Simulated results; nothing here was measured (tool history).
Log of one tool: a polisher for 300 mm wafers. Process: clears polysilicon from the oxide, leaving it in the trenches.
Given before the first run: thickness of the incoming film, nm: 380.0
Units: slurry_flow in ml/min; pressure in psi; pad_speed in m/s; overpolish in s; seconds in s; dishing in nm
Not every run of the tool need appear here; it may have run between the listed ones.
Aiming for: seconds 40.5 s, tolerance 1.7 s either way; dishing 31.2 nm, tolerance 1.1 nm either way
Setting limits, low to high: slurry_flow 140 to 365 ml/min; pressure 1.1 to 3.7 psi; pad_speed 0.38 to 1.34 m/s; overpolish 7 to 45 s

Run 1, hour 0: slurry_flow 235 ml/min, pressure 2.4 psi, pad_speed 0.86 m/s, overpolish 23 s. Result: seconds 33.548 s, dishing 38.495 nm.
Run 2, hour 6: slurry_flow 235 ml/min, pressure 2.3 psi, pad_speed 0.86 m/s, overpolish 18 s. Result: seconds 35.956 s, dishing 38.543 nm.
Run 3, hour 9.8: slurry_flow 235 ml/min, pressure 2.3 psi, pad_speed 0.86 m/s, overpolish 24 s. Result: seconds 35.56 s, dishing 37.668 nm.
Run 4, hour 12.6: slurry_flow 240 ml/min, pressure 1.9 psi, pad_speed 0.96 m/s, overpolish 30 s. Result: seconds 37.313 s, dishing 38.929 nm.
Run 5, hour 14.4: slurry_flow 210 ml/min, pressure 2.4 psi, pad_speed 0.78 m/s, overpolish 23 s. Result: seconds 37.868 s, dishing 38.584 nm.
Run 6, hour 20.2: slurry_flow 210 ml/min, pressure 2.4 psi, pad_speed 0.6 m/s, overpolish 23 s. Result: seconds 48.431 s, dishing 38.245 nm.
Run 7, hour 27.9: slurry_flow 275 ml/min, pressure 3 psi, pad_speed 0.42 m/s, overpolish 12 s. Result: seconds 53.34 s, dishing 33.423 nm.
Run 8, hour 35.7: slurry_flow 290 ml/min, pressure 3.2 psi, pad_speed 0.44 m/s, overpolish 11 s. Result: seconds 48.567 s, dishing 33.957 nm.
Run 9, hour 39.2: slurry_flow 310 ml/min, pressure 3.3 psi, pad_speed 0.44 m/s, overpolish 10 s. Result: seconds 46.696 s, dishing 34.236 nm.

Which of these 4 next moves meets every target?
Run A, hour 42.7: slurry_flow 270 ml/min, pressure 3.7 psi, pad_speed 0.52 m/s, overpolish 9 s. Result: seconds ?, dishing ?.
Run B, hour 42.7: slurry_flow 200 ml/min, pressure 3.6 psi, pad_speed 0.48 m/s, overpolish 7 s. Result: seconds ?, dishing ?.
Run C, hour 42.7: slurry_flow 315 ml/min, pressure 3.4 psi, pad_speed 0.44 m/s, overpolish 8 s. Result: seconds ?, dishing ?.
Run D, hour 42.7: slurry_flow 315 ml/min, pressure 3.4 psi, pad_speed 0.44 m/s, overpolish 11 s. Result: seconds ?, dishing ?.

move  seconds  dishing
   A   36.084   34.487
   B    40.96   30.551
   C   45.283    30.95
   D   45.283   34.261
A: carries the result that was furthest off beyond its target, to the other side
B: meets every target
C: moves toward the targets from the last run without getting all of them in spec
D: moves toward the targets from the last run without getting all of them in spec
Move B is the one to make.
